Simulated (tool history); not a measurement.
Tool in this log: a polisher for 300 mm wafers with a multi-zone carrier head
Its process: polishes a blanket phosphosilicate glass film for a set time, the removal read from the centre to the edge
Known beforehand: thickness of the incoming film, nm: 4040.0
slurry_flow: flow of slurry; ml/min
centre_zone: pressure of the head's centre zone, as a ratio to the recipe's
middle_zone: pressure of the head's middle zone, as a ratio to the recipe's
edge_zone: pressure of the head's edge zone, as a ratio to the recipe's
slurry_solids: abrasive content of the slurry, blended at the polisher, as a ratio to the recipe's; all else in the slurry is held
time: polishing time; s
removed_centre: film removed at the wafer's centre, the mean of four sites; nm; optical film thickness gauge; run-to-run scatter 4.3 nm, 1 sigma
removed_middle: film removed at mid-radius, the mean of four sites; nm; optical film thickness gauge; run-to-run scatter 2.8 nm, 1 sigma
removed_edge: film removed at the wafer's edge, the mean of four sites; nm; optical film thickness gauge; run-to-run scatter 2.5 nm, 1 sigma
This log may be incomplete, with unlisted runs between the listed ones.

run	hour	slurry_flow	centre_zone	middle_zone	edge_zone	slurry_solids	time	removed_centre	removed_middle	removed_edge
1	0	235	1	1	1	1	33	243.16	255.91	248.38
2	7.8	235	1	1	1	1	37	279.3	287.08	277.66
3	14.4	245	1.02	0.97	1.05	1	37	285.54	285.05	286.1
4	17.2	250	1.04	0.93	1.09	1	37	288.87	275.57	291.1
5	18.4	250	1.04	0.97	1.09	1	37	294.5	284.91	294.87
6	21.6	250	1.04	1	1.09	1	37	295.41	285.7	289.63

Forecast run 7:
7	23.1	255	1.05	0.96	1.12	1	37	?	?	?

removed_centre: 288.58 nm
removed_middle: 282.41 nm
removed_edge: 302.71 nm
